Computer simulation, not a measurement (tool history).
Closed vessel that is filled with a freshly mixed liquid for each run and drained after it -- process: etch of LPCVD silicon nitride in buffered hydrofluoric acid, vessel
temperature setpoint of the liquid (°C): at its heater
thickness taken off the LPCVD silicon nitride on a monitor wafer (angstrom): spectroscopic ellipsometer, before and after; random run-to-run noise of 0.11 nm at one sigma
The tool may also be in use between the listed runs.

run  hour  temperature setpoint of the liquid (°C)  parts of 40 % ammonium fluoride to one part of 49 % hydrofluoric acid (parts by volume)  time in the liquid (s)  thickness taken off the LPCVD silicon nitride on a monitor wafer (angstrom)
  1     0                                       25                                                                                       19                    3215                                                                       249.21
  2   9.2                                     26.5                                                                                       19                    3215                                                                        271.8
  3  15.7                                     26.5                                                                                       19                    3420                                                                       288.32
  4  23.2                                     29.5                                                                                       19                    3420                                                                       336.36
  5  26.9                                       26                                                                                       19                    3420                                                                       282.89
  6  33.5                                       26                                                                                       19                    3420                                                                       280.68
  7  34.9                                       24                                                                                       19                    3420                                                                       253.05

What will run 8 give?
  8  42.2                                     22.5                                                                                       19                    3420                                                                            ?

thickness taken off the LPCVD silicon nitride on a monitor wafer (angstrom): 233.15
